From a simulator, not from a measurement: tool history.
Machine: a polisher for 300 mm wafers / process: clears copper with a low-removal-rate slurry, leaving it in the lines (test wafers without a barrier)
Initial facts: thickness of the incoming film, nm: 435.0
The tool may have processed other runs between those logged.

| run | hour | flow of slurry (ml/min) | pressure of the wafer on the pad (psi) | speed of the pad under the wafer (cm/s) | abrasive content of the slurry | overpolish time after the end point (s) | time until the end point was called (s) | dishing of a wide line in a test structure (Å) |
|---|---|---|---|---|---|---|---|---|
| 1 | 0.0 | 290 | 2.8 | 130 | 1.0 | 19 | 142.63 | 378.64 |
| 2 | 0.7 | 290 | 2.8 | 104 | 1.0 | 19 | 178.64 | 313.56 |
| 3 | 4.8 | 290 | 3.1 | 104 | 1.0 | 21 | 160.52 | 374.03 |
| 4 | 13.6 | 290 | 2.4 | 104 | 1.0 | 21 | 205.42 | 291.82 |
| 5 | 21.8 | 290 | 2.4 | 104 | 0.9 | 21 | 210.22 | 282.79 |
| 6 | 24.1 | 290 | 2.4 | 104 | 0.9 | 25 | 209.92 | 336.73 |
| 7 | 29.0 | 290 | 2.8 | 104 | 0.9 | 25 | 181.32 | 388.30 |
| 8 | 30.3 | 290 | 3.1 | 104 | 0.9 | 25 | 161.98 | 412.06 |
| 9 | 37.2 | 290 | 3.3 | 104 | 0.9 | 26 | 156.90 | 455.01 |
| 10 | 43.4 | 290 | 3.5 | 104 | 0.9 | 26 | 146.27 | 475.94 |

Expected results for the next run?
| 11 | 48.4 | 290 | 3.7 | 104 | 0.9 | 26 | ? | ? |

Run 11 gave time until the end point was called (s) 136.23, dishing of a wide line in a test structure (Å) 510.55.

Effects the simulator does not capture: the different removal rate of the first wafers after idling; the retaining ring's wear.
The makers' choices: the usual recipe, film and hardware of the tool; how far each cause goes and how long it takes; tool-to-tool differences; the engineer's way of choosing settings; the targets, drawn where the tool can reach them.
